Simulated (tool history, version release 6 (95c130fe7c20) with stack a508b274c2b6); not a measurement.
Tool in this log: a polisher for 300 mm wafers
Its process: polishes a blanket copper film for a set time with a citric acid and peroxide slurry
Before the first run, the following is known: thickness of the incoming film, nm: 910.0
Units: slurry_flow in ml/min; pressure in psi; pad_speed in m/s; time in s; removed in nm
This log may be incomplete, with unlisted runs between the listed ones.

| run | hour | slurry_flow | pressure | pad_speed | slurry_solids | time | removed |
|---|---|---|---|---|---|---|---|
| 1 | 0.0 | 235 | 2.1 | 1.26 | 1.00 | 66 | 107.690 |
| 2 | 7.0 | 235 | 2.6 | 1.26 | 1.00 | 66 | 133.250 |
| 3 | 14.5 | 235 | 2.9 | 1.26 | 1.00 | 66 | 148.180 |
| 4 | 17.8 | 235 | 2.4 | 1.22 | 1.00 | 66 | 121.790 |
| 5 | 26.0 | 235 | 2.4 | 1.22 | 0.85 | 66 | 116.540 |
| 6 | 28.1 | 265 | 2.4 | 1.22 | 0.85 | 66 | 120.500 |

What will run 7 give?
| 7 | 31.2 | 255 | 2.0 | 1.20 | 0.85 | 66 | ? |

removed: 95.686 nm

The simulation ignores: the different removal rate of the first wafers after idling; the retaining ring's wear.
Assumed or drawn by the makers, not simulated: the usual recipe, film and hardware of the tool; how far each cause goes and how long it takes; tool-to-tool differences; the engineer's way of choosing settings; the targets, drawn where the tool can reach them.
